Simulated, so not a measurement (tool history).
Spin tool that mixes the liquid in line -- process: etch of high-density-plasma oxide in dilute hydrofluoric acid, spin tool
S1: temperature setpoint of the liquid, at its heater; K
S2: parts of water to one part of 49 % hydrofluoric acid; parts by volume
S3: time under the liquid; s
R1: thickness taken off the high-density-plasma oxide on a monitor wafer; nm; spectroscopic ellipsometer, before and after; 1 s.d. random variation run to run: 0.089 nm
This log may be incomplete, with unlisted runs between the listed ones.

run 1 hour=0 | S1=295.15 S2=200 S3=300 | R1=5.9987
run 2 hour=2 | S1=296.15 S2=195 S3=300 | R1=6.2061
run 3 hour=7.7 | S1=294.15 S2=195 S3=300 | R1=5.7548
run 4 hour=14.1 | S1=295.15 S2=195 S3=300 | R1=6.018
run 5 hour=19.5 | S1=295.15 S2=195 S3=320 | R1=6.3782
run 6 hour=26.4 | S1=297.65 S2=195 S3=320 | R1=6.983

What does the tool deliver on the next run?
run 7 hour=28.5 | S1=298.15 S2=190 S3=320 | R1=?

R1: 7.356 nm
